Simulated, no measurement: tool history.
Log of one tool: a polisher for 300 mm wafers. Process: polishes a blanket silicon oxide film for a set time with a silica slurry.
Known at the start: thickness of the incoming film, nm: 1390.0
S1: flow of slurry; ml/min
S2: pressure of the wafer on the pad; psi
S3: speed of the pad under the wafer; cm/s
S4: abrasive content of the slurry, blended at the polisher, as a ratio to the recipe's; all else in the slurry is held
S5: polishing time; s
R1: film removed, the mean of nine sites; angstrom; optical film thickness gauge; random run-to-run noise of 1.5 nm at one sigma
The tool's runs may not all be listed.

run 1 hour=0.0 | S1=300 S2=2.7 S3=122 S4=1.0 S5=42 | R1=1071.0
run 2 hour=5.6 | S1=300 S2=2.8 S3=122 S4=1.0 S5=42 | R1=1068.4
run 3 hour=7.0 | S1=300 S2=3.0 S3=122 S4=1.0 S5=42 | R1=1138.4
run 4 hour=12.9 | S1=300 S2=3.1 S3=122 S4=1.0 S5=42 | R1=1183.1
run 5 hour=16.8 | S1=300 S2=3.2 S3=122 S4=1.0 S5=42 | R1=1235.5
run 6 hour=25.5 | S1=300 S2=2.6 S3=122 S4=1.0 S5=42 | R1=1014.6
run 7 hour=31.7 | S1=300 S2=2.8 S3=122 S4=1.0 S5=42 | R1=1069.9

Run 8 has not been measured yet. What should we expect?
run 8 hour=39.8 | S1=300 S2=3.0 S3=122 S4=1.0 S5=42 | R1=?

{"run 8": {"R1": 1158.5}}
